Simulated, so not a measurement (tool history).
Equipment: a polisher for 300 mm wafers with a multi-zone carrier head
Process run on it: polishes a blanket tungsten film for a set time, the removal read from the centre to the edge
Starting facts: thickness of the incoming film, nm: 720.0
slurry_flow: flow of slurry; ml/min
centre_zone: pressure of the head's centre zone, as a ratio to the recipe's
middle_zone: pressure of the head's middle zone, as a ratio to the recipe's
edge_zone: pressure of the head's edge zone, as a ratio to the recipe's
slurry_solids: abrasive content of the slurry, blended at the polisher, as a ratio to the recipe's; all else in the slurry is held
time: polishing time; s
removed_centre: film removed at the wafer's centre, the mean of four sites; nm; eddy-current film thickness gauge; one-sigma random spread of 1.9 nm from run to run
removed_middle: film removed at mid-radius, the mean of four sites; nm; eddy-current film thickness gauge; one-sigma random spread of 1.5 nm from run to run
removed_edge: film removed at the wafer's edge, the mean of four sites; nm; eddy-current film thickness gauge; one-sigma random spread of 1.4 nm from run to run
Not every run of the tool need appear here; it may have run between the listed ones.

run,day,slurry_flow,centre_zone,middle_zone,edge_zone,slurry_solids,time,removed_centre,removed_middle,removed_edge
1,0.000,265,1.00,1.00,1.00,1.00,51,226.11,218.88,217.73
2,0.192,265,0.99,0.99,0.98,0.95,50,211.67,207.62,209.12
3,0.462,265,0.99,0.99,0.96,0.90,50,211.45,207.15,204.01
4,0.633,265,0.99,0.93,0.96,0.90,50,212.46,201.13,200.93
5,0.725,265,0.99,0.84,0.96,0.90,50,209.69,184.75,202.92
6,0.808,260,0.98,0.84,0.94,0.85,50,202.93,178.71,196.78
7,1.012,260,0.97,0.85,0.92,0.80,50,203.37,177.14,193.71
8,1.142,260,0.96,0.87,0.91,0.75,50,193.62,175.89,188.28

Expected results for the next run?
9,1.296,260,0.95,0.88,0.90,0.75,50,?,?,?

removed_centre: 191.92 nm
removed_middle: 177.84 nm
removed_edge: 187.34 nm
